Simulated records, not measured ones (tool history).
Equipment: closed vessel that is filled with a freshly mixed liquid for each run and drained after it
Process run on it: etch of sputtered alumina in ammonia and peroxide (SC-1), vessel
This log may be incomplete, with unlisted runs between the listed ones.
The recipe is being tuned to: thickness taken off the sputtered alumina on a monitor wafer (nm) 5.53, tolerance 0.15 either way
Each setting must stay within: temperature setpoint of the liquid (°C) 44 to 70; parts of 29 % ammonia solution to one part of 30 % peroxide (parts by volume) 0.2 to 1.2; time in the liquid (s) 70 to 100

| run | day | temperature setpoint of the liquid (°C) | parts of 29 % ammonia solution to one part of 30 % peroxide (parts by volume) | time in the liquid (s) | thickness taken off the sputtered alumina on a monitor wafer (nm) |
|---|---|---|---|---|---|
| 1 | 0 | 60 | 0.8 | 100 | 12.897 |
| 2 | 0.158 | 56 | 0.8 | 100 | 10.413 |
| 3 | 0.438 | 53.5 | 0.8 | 100 | 9.1853 |
| 4 | 0.629 | 53.5 | 0.8 | 70 | 6.3904 |
| 5 | 0.75 | 53 | 0.8 | 70 | 6.249 |
| 6 | 1.017 | 53 | 0.9 | 70 | 6.32 |
| 7 | 1.112 | 53 | 0.9 | 70 | 6.3279 |
| 8 | 1.354 | 50 | 0.9 | 70 | 5.3572 |

Which single option among these 5 for the next run brings every result within its allowed miss of target? Just one does.
| A | 1.596 | 46 | 0.8 | 85 | ? |
| B | 1.596 | 44.5 | 1.15 | 90 | ? |
| C | 1.596 | 48 | 0.95 | 80 | ? |
| D | 1.596 | 46 | 0.85 | 85 | ? |
| E | 1.596 | 49 | 0.4 | 75 | ? |

| move | thickness taken off the sputtered alumina on a monitor wafer (nm) |
|---|---|
| A | 5.1456 |
| B | 5.1799 |
| C | 5.5083 |
| D | 5.1755 |
| E | 5.0269 |
A: moves away from the targets compared with the last run
B: moves away from the targets compared with the last run
C: each result inside its tolerance
D: moves away from the targets compared with the last run
E: moves away from the targets compared with the last run
Go with C: it meets all targets.
